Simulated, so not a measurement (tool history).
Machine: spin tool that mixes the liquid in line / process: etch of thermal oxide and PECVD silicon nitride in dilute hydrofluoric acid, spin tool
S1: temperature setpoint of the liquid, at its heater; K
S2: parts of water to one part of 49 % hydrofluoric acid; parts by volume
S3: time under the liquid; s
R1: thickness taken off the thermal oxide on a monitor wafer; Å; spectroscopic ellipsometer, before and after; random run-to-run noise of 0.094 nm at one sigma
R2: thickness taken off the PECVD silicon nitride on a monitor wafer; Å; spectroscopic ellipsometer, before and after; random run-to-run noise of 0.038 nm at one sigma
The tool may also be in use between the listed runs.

run  hour      S1   S2   S3      R1      R2
  1     0  295.15  100  155  69.998  22.456
  2     7  295.15  115  155  60.031  19.726
  3  14.2  295.65   95  150  74.051    23.1
  4  20.3  296.65   85  145  85.306  27.147
  5  22.8  298.15   85  145  89.012  30.145
  6  28.5  295.65   85  145  79.944  25.588
  7  30.1  295.65   75  145  91.668  28.297

For run 8, what comes out?
  8  34.3  296.15  70  140   ?   ?

{"run 8": {"R1": 98.18, "R2": 31.018}}

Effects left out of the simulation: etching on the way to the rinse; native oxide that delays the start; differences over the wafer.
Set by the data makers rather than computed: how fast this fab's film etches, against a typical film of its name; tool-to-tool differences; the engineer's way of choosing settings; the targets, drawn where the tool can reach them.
